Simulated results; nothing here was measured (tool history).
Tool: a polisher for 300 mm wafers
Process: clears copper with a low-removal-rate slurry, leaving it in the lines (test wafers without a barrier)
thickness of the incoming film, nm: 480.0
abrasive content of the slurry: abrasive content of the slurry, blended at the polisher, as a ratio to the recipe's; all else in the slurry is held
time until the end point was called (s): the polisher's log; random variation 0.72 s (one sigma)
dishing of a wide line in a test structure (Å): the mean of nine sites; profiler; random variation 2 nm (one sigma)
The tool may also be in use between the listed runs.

run,hour,flow of slurry (ml/min),pressure of the wafer on the pad (kPa),speed of the pad under the wafer (cm/s),abrasive content of the slurry,overpolish time after the end point (s),time until the end point was called (s),dishing of a wide line in a test structure (Å)
1,0.0,150,25.5,116,1.0,13,107.180,381.51
2,1.6,150,27.6,116,1.0,13,97.101,396.51
3,4.6,150,29.0,116,1.0,14,92.701,464.06
4,5.5,150,33.8,116,1.0,14,79.383,522.90
5,12.7,150,33.8,116,0.9,14,81.780,514.51
6,14.9,150,33.8,116,0.9,18,83.207,617.13
7,20.4,165,40.0,128,0.9,17,61.907,738.65

Forecast run 8:
8,23.0,165,40.0,128,0.9,17,?,?

time until the end point was called (s): 63.411
dishing of a wide line in a test structure (Å): 767.48
